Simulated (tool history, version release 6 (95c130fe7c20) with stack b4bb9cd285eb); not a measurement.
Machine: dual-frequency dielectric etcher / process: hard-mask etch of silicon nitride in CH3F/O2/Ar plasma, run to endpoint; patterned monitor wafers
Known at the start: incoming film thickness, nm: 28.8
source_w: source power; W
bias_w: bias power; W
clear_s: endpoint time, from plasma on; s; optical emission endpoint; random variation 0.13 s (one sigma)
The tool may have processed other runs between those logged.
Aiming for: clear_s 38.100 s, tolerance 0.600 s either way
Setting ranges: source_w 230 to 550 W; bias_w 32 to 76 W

| run | day | source_w | bias_w | clear_s |
|---|---|---|---|---|
| 1 | 0.000 | 390 | 54 | 42.387 |
| 2 | 0.088 | 350 | 54 | 43.655 |
| 3 | 0.271 | 290 | 54 | 46.009 |
| 4 | 0.442 | 320 | 55 | 44.309 |
| 5 | 0.600 | 280 | 55 | 46.169 |
| 6 | 0.938 | 310 | 56 | 44.436 |
| 7 | 1.233 | 340 | 56 | 43.564 |
| 8 | 1.421 | 360 | 57 | 42.811 |

4 next moves are on the table. One of them brings every result within its allowed miss. Which?
| A | 1.608 | 460 | 59 | ? |
| B | 1.608 | 490 | 54 | ? |
| C | 1.608 | 430 | 74 | ? |
| D | 1.608 | 480 | 59 | ? |

| move | clear_s |
|---|---|
| A | 39.644 |
| B | 39.710 |
| C | 38.216 |
| D | 39.151 |
A: an improvement on the last run, though not all results are within tolerance
B: an improvement on the last run, though not all results are within tolerance
C: each result inside its tolerance
D: an improvement on the last run, though not all results are within tolerance
Correct choice: C, which meets every target
